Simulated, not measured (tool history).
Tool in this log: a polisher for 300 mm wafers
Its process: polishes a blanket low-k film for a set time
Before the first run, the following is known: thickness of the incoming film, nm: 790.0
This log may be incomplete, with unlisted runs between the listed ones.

run  hour  flow of slurry (ml/min)  pressure of the wafer on the pad (kPa)  speed of the pad under the wafer (m/s)  abrasive content of the slurry  polishing time (s)  film removed (angstrom)
  1   0.0                      315                                     9.7                                    0.76                            1.00                  22                   51.188
  2   3.0                      315                                     9.7                                    0.76                            1.15                  22                   55.789
  3   9.1                      315                                     9.7                                    0.76                            1.00                  22                   51.838
  4  15.5                      315                                    11.0                                    0.76                            1.00                  22                   58.627
  5  23.4                      315                                    11.7                                    0.76                            1.00                  22                   60.393
  6  25.8                      315                                    12.4                                    0.78                            1.00                  22                   64.830
  7  31.4                      315                                    13.1                                    0.80                            1.00                  22                   69.897
     38.2  -- slurry nozzle cleaned
  8  38.2                      315                                    13.8                                    0.80                            1.00                  22                   75.731

Estimate the outcome of run 9 from the log above:
  9  40.1                      315                                    14.5                                    0.80                            1.00                  22                        ?

{"run 9": {"film removed (angstrom)": 80.03}}

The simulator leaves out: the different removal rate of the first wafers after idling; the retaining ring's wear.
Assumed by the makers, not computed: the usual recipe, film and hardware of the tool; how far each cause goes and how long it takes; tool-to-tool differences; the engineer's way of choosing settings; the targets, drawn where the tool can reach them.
